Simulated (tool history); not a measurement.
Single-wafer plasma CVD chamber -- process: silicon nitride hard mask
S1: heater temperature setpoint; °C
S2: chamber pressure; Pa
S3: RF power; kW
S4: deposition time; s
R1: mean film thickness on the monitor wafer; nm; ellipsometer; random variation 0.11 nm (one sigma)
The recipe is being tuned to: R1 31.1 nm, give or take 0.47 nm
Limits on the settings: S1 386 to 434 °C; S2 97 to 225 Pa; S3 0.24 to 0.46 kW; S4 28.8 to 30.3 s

run	hour	S1	S2	S3	S4	R1
1	0	410	161	0.35	30.3	34.68
2	8	410	161	0.375	30.3	36.148
3	8.6	410	161	0.375	28.8	34.08
4	15.4	400	161	0.375	28.8	34.571
5	15.9	400	161	0.375	30.3	36.349
6	21.9	400	145	0.37	30.3	34.587
7	25	400	135	0.37	30.3	33.389
8	33.6	400	128	0.37	30.3	32.595
9	36.5	400	124	0.37	30.3	32.17
10	43.8	400	108	0.365	30.3	29.445
11	46.9	400	124	0.365	30.3	31.908
12	47.6	401	123	0.365	30.3	31.722

Which single option among these 4 for the next run brings every result within its allowed miss of target? Just one does.
A	48.3	399	119	0.365	30.2	?
B	48.3	403	120	0.385	30.3	?
C	48.3	400	136	0.385	28.8	?
D	48.3	391	131	0.365	30.3	?

move	R1
A	31.191
B	32.406
C	32.767
D	32.962
A: every result within its allowed miss
B: misses by more than the last run did
C: misses by more than the last run did
D: misses by more than the last run did
A is the move that brings every result within its allowed miss.

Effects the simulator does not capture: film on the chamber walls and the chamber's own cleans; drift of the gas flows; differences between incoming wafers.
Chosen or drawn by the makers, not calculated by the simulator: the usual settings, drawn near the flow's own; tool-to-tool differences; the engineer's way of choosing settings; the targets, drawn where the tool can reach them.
